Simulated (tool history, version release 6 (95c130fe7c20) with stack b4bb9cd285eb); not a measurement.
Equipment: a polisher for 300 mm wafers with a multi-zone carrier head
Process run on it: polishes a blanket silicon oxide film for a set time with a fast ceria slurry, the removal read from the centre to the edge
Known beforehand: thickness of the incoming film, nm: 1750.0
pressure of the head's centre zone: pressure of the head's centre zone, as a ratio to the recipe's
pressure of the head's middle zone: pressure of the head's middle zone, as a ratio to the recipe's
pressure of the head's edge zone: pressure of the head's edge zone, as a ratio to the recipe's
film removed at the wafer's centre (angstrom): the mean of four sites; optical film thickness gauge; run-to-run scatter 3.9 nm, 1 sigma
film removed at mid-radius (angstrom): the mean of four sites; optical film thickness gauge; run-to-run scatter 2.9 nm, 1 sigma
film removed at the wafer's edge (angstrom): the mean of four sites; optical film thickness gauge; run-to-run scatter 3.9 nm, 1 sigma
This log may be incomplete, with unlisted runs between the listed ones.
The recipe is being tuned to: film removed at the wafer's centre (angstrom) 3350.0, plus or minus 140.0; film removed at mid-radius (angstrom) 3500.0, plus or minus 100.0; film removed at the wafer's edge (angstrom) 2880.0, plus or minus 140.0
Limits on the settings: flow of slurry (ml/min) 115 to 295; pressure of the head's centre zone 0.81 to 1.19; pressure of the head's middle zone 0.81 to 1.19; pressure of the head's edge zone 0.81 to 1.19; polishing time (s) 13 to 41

run	hour	flow of slurry (ml/min)	pressure of the head's centre zone	pressure of the head's middle zone	pressure of the head's edge zone	polishing time (s)	film removed at the wafer's centre (angstrom)	film removed at mid-radius (angstrom)	film removed at the wafer's edge (angstrom)
1	0.0	190	1.00	1.00	1.00	27	5106.2	5492.7	5449.3
2	7.1	185	1.02	1.02	0.96	24	4687.2	4976.1	4738.2
3	16.0	165	1.02	1.02	0.96	24	4431.9	4702.4	4641.2
4	20.5	120	1.02	1.02	0.96	24	4123.4	4442.4	4405.5
5	22.0	120	1.02	1.02	0.96	20	3416.1	3689.2	3672.0
6	25.9	125	1.04	1.05	0.93	19	3387.9	3611.4	3512.3
7	28.2	135	1.06	1.08	0.90	18	3353.0	3617.5	3338.6
8	30.4	135	1.08	1.10	0.88	18	3425.5	3619.9	3178.5
9	31.9	130	1.09	1.11	0.87	18	3419.0	3674.8	3181.3
10	39.0	130	1.10	1.11	0.86	18	3420.0	3632.0	3227.5
11	46.2	130	1.11	1.12	0.85	18	3536.1	3625.8	3174.0
12	50.1	130	1.11	1.13	0.84	18	3418.8	3694.9	3171.7
13	52.2	130	1.12	1.14	0.83	18	3527.7	3741.7	3132.7

Which single option among these 5 for the next run brings every result within its allowed miss of target? Just one does.
A	54.3	130	1.03	1.09	0.87	18	?	?	?
B	54.3	115	1.03	1.03	0.93	19	?	?	?
C	54.3	115	0.99	1.05	0.88	19	?	?	?
D	54.3	140	1.12	1.19	0.82	15	?	?	?
E	54.3	155	1.13	1.14	0.82	16	?	?	?

move	film removed at the wafer's centre (angstrom)	film removed at mid-radius (angstrom)	film removed at the wafer's edge (angstrom)
A	3221.3	3623.5	3205.0
B	3259.0	3515.2	3408.0
C	3131.9	3574.1	3321.7
D	2991.1	3321.0	2633.5
E	3313.6	3501.2	2860.6
A: about as far from the targets as the last run
B: brings the last run's worst result on target, with another outside its allowed miss
C: brings the last run's worst result on target, with another outside its allowed miss
D: moves the result that the last run missed by most past its target, out the other side
E: hits every target within its allowed miss
E meets every target.
